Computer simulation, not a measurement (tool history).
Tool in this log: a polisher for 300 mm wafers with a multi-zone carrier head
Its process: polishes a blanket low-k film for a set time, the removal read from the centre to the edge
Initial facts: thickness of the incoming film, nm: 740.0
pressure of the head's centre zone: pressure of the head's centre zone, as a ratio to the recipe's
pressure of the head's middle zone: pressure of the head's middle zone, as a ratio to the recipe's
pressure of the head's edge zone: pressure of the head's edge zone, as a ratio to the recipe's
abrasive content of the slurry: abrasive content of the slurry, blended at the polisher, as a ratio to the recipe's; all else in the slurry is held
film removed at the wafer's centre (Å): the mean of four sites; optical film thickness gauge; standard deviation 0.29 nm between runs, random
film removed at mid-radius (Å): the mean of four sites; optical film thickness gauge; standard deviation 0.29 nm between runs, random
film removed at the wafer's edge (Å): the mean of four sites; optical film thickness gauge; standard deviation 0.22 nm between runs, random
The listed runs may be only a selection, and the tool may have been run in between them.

run,hour,flow of slurry (ml/min),pressure of the head's centre zone,pressure of the head's middle zone,pressure of the head's edge zone,abrasive content of the slurry,polishing time (s),film removed at the wafer's centre (Å),film removed at mid-radius (Å),film removed at the wafer's edge (Å)
1,0.0,155,1.00,1.00,1.00,1.00,37,153.05,153.92,160.05
2,6.0,155,1.00,1.08,1.00,1.00,37,153.80,167.71,162.44
3,7.7,120,1.00,1.08,1.00,1.00,37,148.66,157.74,155.75
4,12.7,120,1.04,1.08,1.00,1.00,37,153.42,161.44,155.29
5,20.1,130,1.06,1.09,1.01,1.00,37,158.99,163.97,161.16
6,28.7,130,1.13,1.09,1.01,1.00,37,164.97,161.26,160.06
7,33.4,130,1.13,1.09,1.01,1.00,37,163.47,163.96,159.41
8,42.3,135,1.14,1.10,1.01,1.05,37,171.83,170.54,164.79
9,46.2,145,1.15,1.11,1.01,1.05,37,170.02,169.39,165.40

What will run 10 give?
10,49.2,145,1.15,1.12,1.00,1.10,37,?,?,?

film removed at the wafer's centre (Å): 177.29
film removed at mid-radius (Å): 178.57
film removed at the wafer's edge (Å): 165.25

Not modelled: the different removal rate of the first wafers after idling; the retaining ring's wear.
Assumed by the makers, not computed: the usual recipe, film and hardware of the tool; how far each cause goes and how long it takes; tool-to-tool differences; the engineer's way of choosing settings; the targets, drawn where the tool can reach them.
